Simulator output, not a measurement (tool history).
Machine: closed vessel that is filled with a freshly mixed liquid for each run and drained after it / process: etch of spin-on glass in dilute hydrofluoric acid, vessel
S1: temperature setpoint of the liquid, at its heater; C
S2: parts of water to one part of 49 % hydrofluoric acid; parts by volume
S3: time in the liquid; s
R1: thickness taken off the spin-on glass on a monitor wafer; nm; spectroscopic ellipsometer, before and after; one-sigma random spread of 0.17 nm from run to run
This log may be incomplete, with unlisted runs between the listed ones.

{"run": 1, "hour": 0.0, "S1": 23.0, "S2": 205, "S3": 30, "R1": 8.6863}
{"run": 2, "hour": 0.9, "S1": 24.5, "S2": 185, "S3": 30, "R1": 10.579}
{"run": 3, "hour": 9.7, "S1": 25.5, "S2": 170, "S3": 30, "R1": 11.96}
{"run": 4, "hour": 14.3, "S1": 26.5, "S2": 155, "S3": 30, "R1": 13.791}
{"run": 5, "hour": 21.4, "S1": 27.0, "S2": 145, "S3": 30, "R1": 15.278}
{"run": 6, "hour": 22.3, "S1": 25.0, "S2": 145, "S3": 30, "R1": 14.145}
{"run": 7, "hour": 26.7, "S1": 26.0, "S2": 135, "S3": 30, "R1": 16.005}
{"run": 8, "hour": 30.5, "S1": 27.0, "S2": 130, "S3": 30, "R1": 17.513}
{"run": 9, "hour": 33.2, "S1": 27.5, "S2": 125, "S3": 30, "R1": 18.646}
{"run": 10, "hour": 38.6, "S1": 28.0, "S2": 125, "S3": 30, "R1": 18.818}
{"run": 11, "hour": 39.7, "S1": 31.0, "S2": 90, "S3": 30, "R1": 30.819}
{"run": 12, "hour": 48.8, "S1": 30.5, "S2": 90, "S3": 30, "R1": 29.867}
{"run": 13, "hour": 58.1, "S1": 30.0, "S2": 90, "S3": 30, "R1": 29.574}
{"run": 14, "hour": 66.9, "S1": 29.5, "S2": 90, "S3": 30, "R1": 28.89}
{"run": 15, "hour": 70.4, "S1": 29.0, "S2": 90, "S3": 30, "R1": 28.317}

The next listed run, before its measurement:
{"run": 16, "hour": 72.4, "S1": 29.0, "S2": 90, "S3": 30, "R1": "?"}

Run 16 produced R1 28.6640 nm.
